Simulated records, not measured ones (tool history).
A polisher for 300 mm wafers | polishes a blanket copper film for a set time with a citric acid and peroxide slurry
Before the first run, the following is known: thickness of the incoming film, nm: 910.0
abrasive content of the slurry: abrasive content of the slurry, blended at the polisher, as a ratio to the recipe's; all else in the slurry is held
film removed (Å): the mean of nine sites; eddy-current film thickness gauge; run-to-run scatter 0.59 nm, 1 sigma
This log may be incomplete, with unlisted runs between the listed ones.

run,hour,flow of slurry (ml/min),pressure of the wafer on the pad (psi),speed of the pad under the wafer (cm/s),abrasive content of the slurry,polishing time (s),film removed (Å)
1,0,255,2.2,100,1,65,889.59
2,1.2,255,2.1,100,1,65,842.21
3,5.6,255,2.1,126,1,65,1023.1
4,6.4,255,2,126,1,65,967.65
5,14.9,255,1.9,126,1,65,926.84
6,23.2,255,1.8,126,1,65,879.43
7,31.6,255,1.7,126,1,65,841.66
8,40.4,250,1.6,126,1,65,785.79
9,42.8,245,1.6,126,1,65,781.9

What does the tool deliver on the next run?
10,47.5,240,1.6,126,1,65,?

{"run 10": {"film removed (Å)": 788.79}}
